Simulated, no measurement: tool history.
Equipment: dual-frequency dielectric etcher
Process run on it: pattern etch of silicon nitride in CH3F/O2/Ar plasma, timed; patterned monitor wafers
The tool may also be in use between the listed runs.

run	day	source power (W)	bias power (W)	etch time (s)	mean etch depth across the wafer (angstrom)
1	0.000	460	94	42	328.74
2	0.188	460	94	42	327.37
3	0.358	460	94	39	309.40
4	0.733	460	106	39	320.33
5	1.008	500	109	39	331.78
6	1.125	500	109	39	332.07

Run 7 is up next; what results do you expect?
7	1.383	530	112	39	?

mean etch depth across the wafer (angstrom): 343.12
